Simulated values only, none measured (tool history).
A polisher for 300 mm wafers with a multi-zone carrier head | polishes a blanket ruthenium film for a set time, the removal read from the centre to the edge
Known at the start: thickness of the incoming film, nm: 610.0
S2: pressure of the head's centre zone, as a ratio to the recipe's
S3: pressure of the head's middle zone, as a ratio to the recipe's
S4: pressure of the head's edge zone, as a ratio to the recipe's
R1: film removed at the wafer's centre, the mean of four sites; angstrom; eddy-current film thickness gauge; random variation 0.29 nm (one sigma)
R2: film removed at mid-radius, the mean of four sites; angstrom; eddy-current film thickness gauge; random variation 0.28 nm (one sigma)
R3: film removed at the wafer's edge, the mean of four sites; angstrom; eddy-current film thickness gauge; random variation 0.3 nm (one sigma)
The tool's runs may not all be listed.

{"run": 1, "day": 0.0, "flow of slurry (ml/min)": 290, "S2": 1, "S3": 1, "S4": 1, "polishing time (s)": 75, "R1": 506.31, "R2": 500.92, "R3": 481.92}
{"run": 2, "day": 0.288, "flow of slurry (ml/min)": 280, "S2": 0.97, "S3": 0.97, "S4": 1.01, "polishing time (s)": 69, "R1": 454.85, "R2": 448.87, "R3": 444.73}
{"run": 3, "day": 0.521, "flow of slurry (ml/min)": 280, "S2": 0.97, "S3": 0.97, "S4": 1.01, "polishing time (s)": 56, "R1": 367.18, "R2": 366.3, "R3": 354.51}
{"run": 4, "day": 0.717, "flow of slurry (ml/min)": 270, "S2": 0.94, "S3": 0.94, "S4": 1.04, "polishing time (s)": 54, "R1": 337.86, "R2": 342.22, "R3": 347.82}
{"run": 5, "day": 1.054, "flow of slurry (ml/min)": 270, "S2": 0.98, "S3": 0.94, "S4": 1.04, "polishing time (s)": 54, "R1": 356.81, "R2": 339.43, "R3": 356.04}
{"run": 6, "day": 1.104, "flow of slurry (ml/min)": 265, "S2": 0.95, "S3": 0.92, "S4": 1.05, "polishing time (s)": 53, "R1": 338, "R2": 333.07, "R3": 346.44}

Run 7 comes next. What will it give?
{"run": 7, "day": 1.225, "flow of slurry (ml/min)": 260, "S2": 0.93, "S3": 0.9, "S4": 1.07, "polishing time (s)": 52, "R1": "?", "R2": "?", "R3": "?"}

Run 7 gave R1 320.45 angstrom, R2 319.82 angstrom, R3 344.21 angstrom.
